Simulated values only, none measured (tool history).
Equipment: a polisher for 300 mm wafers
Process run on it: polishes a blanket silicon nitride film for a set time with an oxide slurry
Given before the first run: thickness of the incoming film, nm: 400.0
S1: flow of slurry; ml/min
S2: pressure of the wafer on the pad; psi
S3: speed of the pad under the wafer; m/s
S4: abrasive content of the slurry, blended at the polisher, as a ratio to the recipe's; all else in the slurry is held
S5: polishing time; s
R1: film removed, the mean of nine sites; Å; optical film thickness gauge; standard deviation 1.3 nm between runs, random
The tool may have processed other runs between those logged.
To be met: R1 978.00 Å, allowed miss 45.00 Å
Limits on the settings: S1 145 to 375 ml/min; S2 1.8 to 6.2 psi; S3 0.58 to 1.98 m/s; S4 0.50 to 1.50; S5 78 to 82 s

run 1 hour=0.0 | S1=240 S2=4.0 S3=1.28 S4=1.00 S5=78 | R1=581.25
run 2 hour=5.8 | S1=240 S2=3.2 S3=1.28 S4=1.00 S5=78 | R1=454.67
run 3 hour=12.9 | S1=240 S2=3.6 S3=1.30 S4=1.00 S5=78 | R1=524.16
run 4 hour=20.4 | S1=240 S2=4.0 S3=1.30 S4=1.00 S5=78 | R1=589.88
run 5 hour=22.7 | S1=240 S2=4.0 S3=1.30 S4=1.00 S5=78 | R1=562.09
run 6 hour=31.2 | S1=240 S2=4.4 S3=1.32 S4=1.00 S5=78 | R1=642.07
run 7 hour=37.7 | S1=240 S2=4.7 S3=1.32 S4=1.00 S5=78 | R1=702.24
run 8 hour=38.2 | S1=240 S2=4.9 S3=1.32 S4=1.00 S5=78 | R1=724.89
run 9 hour=46.0 | S1=240 S2=5.1 S3=1.32 S4=1.00 S5=78 | R1=730.08
run 10 hour=49.2 | S1=240 S2=5.3 S3=1.34 S4=1.00 S5=78 | R1=788.03
run 11 hour=53.0 | S1=240 S2=5.5 S3=1.34 S4=1.00 S5=78 | R1=832.33
run 12 hour=60.1 | S1=240 S2=5.6 S3=1.34 S4=1.00 S5=78 | R1=834.76
run 13 hour=65.3 | S1=240 S2=5.7 S3=1.34 S4=1.00 S5=78 | R1=844.82
run 14 hour=68.3 | S1=240 S2=5.8 S3=1.36 S4=1.00 S5=78 | R1=884.52
run 15 hour=74.7 | S1=240 S2=5.9 S3=1.36 S4=1.00 S5=78 | R1=883.16

Exercise: of the 5 proposed moves below, exactly one satisfies all targets within the stated allowed misses. Which move is it?
run A hour=81.1 | S1=220 S2=4.9 S3=1.48 S4=1.05 S5=78 | R1=?
run B hour=81.1 | S1=305 S2=5.7 S3=1.10 S4=1.20 S5=82 | R1=?
run C hour=81.1 | S1=225 S2=6.0 S3=1.46 S4=1.15 S5=78 | R1=?
run D hour=81.1 | S1=245 S2=5.8 S3=1.22 S4=0.95 S5=78 | R1=?
run E hour=81.1 | S1=270 S2=6.2 S3=1.50 S4=1.10 S5=81 | R1=?

move=A R1=800.02
move=B R1=843.76
move=C R1=999.83
move=D R1=792.39
move=E R1=1107.70
A: lands further from the targets than the last run did
B: lands further from the targets than the last run did
C: all results in spec
D: lands further from the targets than the last run did
E: moves the result that the last run missed by most past its target, out the other side
So the answer is move C, the one that meets all the targets.
